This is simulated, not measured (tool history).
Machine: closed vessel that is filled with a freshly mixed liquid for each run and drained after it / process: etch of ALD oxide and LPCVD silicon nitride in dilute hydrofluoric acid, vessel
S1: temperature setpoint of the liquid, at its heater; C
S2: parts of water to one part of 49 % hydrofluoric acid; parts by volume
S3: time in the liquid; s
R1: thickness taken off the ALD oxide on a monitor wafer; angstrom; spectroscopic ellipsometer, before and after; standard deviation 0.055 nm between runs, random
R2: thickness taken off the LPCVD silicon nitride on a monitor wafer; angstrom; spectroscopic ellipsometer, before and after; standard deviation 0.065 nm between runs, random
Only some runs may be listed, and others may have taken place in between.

run 1 hour=0.0 | S1=26.0 S2=260 S3=95 | R1=55.162 R2=2.5744
run 2 hour=6.4 | S1=26.0 S2=260 S3=115 | R1=67.026 R2=2.6686
run 3 hour=13.6 | S1=29.5 S2=260 S3=115 | R1=74.986 R2=3.0022
run 4 hour=15.1 | S1=29.5 S2=260 S3=95 | R1=62.487 R2=2.9127
run 5 hour=17.0 | S1=29.5 S2=175 S3=95 | R1=102.950 R2=3.3341
run 6 hour=17.9 | S1=29.5 S2=105 S3=95 | R1=187.670 R2=5.9883
run 7 hour=25.6 | S1=28.5 S2=105 S3=95 | R1=179.820 R2=6.2695
run 8 hour=30.9 | S1=27.5 S2=105 S3=95 | R1=172.660 R2=5.9939
run 9 hour=40.3 | S1=27.5 S2=105 S3=95 | R1=173.010 R2=5.3878
run 10 hour=44.3 | S1=27.0 S2=105 S3=95 | R1=169.580 R2=6.7363
run 11 hour=48.7 | S1=24.5 S2=110 S3=95 | R1=147.150 R2=5.4625

What will run 12 give?
run 12 hour=54.4 | S1=25.0 S2=110 S3=95 | R1=? R2=?

Run 12 measured R1 148.190 angstrom, R2 4.4412 angstrom.
